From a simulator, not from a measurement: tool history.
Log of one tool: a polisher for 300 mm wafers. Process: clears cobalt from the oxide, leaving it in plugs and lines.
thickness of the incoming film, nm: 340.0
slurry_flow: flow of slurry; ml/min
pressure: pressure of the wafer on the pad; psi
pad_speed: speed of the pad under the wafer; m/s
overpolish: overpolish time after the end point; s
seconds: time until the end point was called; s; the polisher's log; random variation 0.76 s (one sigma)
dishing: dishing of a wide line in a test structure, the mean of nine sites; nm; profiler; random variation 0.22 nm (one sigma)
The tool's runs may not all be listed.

{"run": 1, "hour": 0.0, "slurry_flow": 215, "pressure": 2.0, "pad_speed": 0.98, "overpolish": 20, "seconds": 56.42, "dishing": 18.938}
{"run": 2, "hour": 1.3, "slurry_flow": 215, "pressure": 2.1, "pad_speed": 0.98, "overpolish": 17, "seconds": 54.22, "dishing": 18.567}
{"run": 3, "hour": 2.8, "slurry_flow": 215, "pressure": 1.6, "pad_speed": 0.98, "overpolish": 17, "seconds": 72.039, "dishing": 18.029}
{"run": 4, "hour": 8.3, "slurry_flow": 215, "pressure": 1.6, "pad_speed": 0.98, "overpolish": 9, "seconds": 69.932, "dishing": 16.416}
{"run": 5, "hour": 11.0, "slurry_flow": 260, "pressure": 1.6, "pad_speed": 0.98, "overpolish": 9, "seconds": 68.355, "dishing": 16.596}
{"run": 6, "hour": 19.3, "slurry_flow": 260, "pressure": 1.6, "pad_speed": 0.98, "overpolish": 6, "seconds": 67.619, "dishing": 14.69}
{"run": 7, "hour": 25.0, "slurry_flow": 255, "pressure": 1.7, "pad_speed": 1.0, "overpolish": 8, "seconds": 63.432, "dishing": 16.493}
{"run": 8, "hour": 31.9, "slurry_flow": 255, "pressure": 1.8, "pad_speed": 1.0, "overpolish": 9, "seconds": 62.14, "dishing": 17.069}
{"run": 9, "hour": 39.5, "slurry_flow": 245, "pressure": 1.9, "pad_speed": 1.02, "overpolish": 8, "seconds": 56.325, "dishing": 16.708}
{"run": 10, "hour": 42.5, "slurry_flow": 245, "pressure": 2.0, "pad_speed": 1.02, "overpolish": 9, "seconds": 55.394, "dishing": 17.647}
{"run": 11, "hour": 45.0, "slurry_flow": 245, "pressure": 2.0, "pad_speed": 1.02, "overpolish": 9, "seconds": 56.455, "dishing": 17.105}
{"run": 12, "hour": 47.5, "slurry_flow": 245, "pressure": 2.0, "pad_speed": 1.02, "overpolish": 9, "seconds": 57.045, "dishing": 16.972}
{"run": 13, "hour": 49.2, "slurry_flow": 245, "pressure": 2.1, "pad_speed": 1.04, "overpolish": 9, "seconds": 53.015, "dishing": 17.69}

Run 14 comes next. What will it give?
{"run": 14, "hour": 50.2, "slurry_flow": 245, "pressure": 2.2, "pad_speed": 1.04, "overpolish": 8, "seconds": "?", "dishing": "?"}

Run 14 gave seconds 47.830 s, dishing 17.637 nm.

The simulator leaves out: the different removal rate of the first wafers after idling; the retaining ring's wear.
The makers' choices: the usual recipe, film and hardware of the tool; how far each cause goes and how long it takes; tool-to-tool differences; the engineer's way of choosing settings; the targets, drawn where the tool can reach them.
